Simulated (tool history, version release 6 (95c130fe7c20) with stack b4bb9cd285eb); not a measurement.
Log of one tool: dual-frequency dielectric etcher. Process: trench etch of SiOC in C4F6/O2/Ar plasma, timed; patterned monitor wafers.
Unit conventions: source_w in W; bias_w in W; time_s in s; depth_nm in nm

run,hour,source_w,bias_w,time_s,depth_nm
1,0,330,159,29.5,57.623
2,8.1,330,159,31,61.176
3,16.7,330,159,29.5,57.474
4,21.5,360,163,29.5,59.704
5,27.8,400,163,29.5,61.324
6,34.1,410,171,29.5,62.768
7,39.6,420,177,29.5,63.456
8,44.5,420,177,29.5,64.004
9,49.8,430,181,29.5,63.984
10,54.6,440,187,29.5,65.462
11,57.9,440,187,29.5,65.473

Forecast run 12:
12,60.9,440,190,29.5,?

{"run 12": {"depth_nm": 65.866}}

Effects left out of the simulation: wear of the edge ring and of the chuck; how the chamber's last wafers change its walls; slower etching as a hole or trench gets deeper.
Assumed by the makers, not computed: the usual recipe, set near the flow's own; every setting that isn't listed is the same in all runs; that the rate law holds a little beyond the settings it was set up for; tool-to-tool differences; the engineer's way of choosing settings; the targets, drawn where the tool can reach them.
